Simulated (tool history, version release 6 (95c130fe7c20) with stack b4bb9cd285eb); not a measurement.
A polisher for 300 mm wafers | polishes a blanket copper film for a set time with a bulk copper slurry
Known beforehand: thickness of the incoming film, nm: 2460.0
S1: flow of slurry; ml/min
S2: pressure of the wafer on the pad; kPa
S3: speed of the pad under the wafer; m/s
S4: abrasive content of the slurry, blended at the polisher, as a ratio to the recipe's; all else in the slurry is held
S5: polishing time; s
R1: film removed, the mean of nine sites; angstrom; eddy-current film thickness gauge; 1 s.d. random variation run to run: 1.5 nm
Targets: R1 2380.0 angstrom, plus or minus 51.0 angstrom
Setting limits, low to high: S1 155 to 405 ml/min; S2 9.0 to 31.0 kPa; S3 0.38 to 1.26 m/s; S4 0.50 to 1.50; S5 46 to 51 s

run	day	S1	S2	S3	S4	S5	R1
1	0.000	260	20.0	0.82	1.00	51	3500.3
2	0.371	260	20.0	0.82	1.00	46	3149.8
3	0.588	260	20.0	1.00	1.00	46	3836.1
4	0.846	260	20.0	1.00	0.90	46	3734.1
5	0.958	285	20.0	1.00	0.90	46	3765.0
6	1.104	285	17.9	1.00	0.90	46	3367.1
7	1.229	285	16.5	1.00	0.90	46	3141.2
8	1.512	285	15.2	1.00	0.90	46	2863.6
9	1.579	285	15.2	1.00	0.90	46	2872.9
10	1.621	280	14.5	1.00	0.90	46	2746.3
11	1.800	230	11.7	1.00	0.90	46	2192.1
12	1.867	245	11.7	1.00	0.90	46	2226.1
13	2.025	255	11.7	1.00	0.90	46	2214.1
# day 2.138: slurry blender recalibrated
14	2.138	270	11.7	1.00	0.90	46	2529.1
15	2.167	265	11.7	1.00	0.90	46	2507.3
16	2.208	260	11.7	1.00	0.90	46	2503.8
17	2.242	255	11.7	1.00	0.90	46	2491.4
18	2.525	250	11.7	1.00	0.90	46	2508.0
19	2.675	245	11.7	1.00	0.90	46	2516.5
20	2.812	230	10.3	1.00	0.90	46	2235.7

4 next moves are on the table. One of them brings every result within its allowed miss. Which?
A	2.950	165	13.8	0.88	0.70	48	?
B	2.950	185	11.7	0.98	0.75	46	?
C	2.950	235	9.7	1.04	0.80	50	?
D	2.950	265	11.0	0.98	0.70	46	?

move	R1
A	2351.7
B	2227.1
C	2238.3
D	2122.3
A: each result inside its tolerance
B: the biggest miss grows against the last run
C: no better and no worse than the last run
D: the biggest miss grows against the last run
Correct choice: A, which meets every target
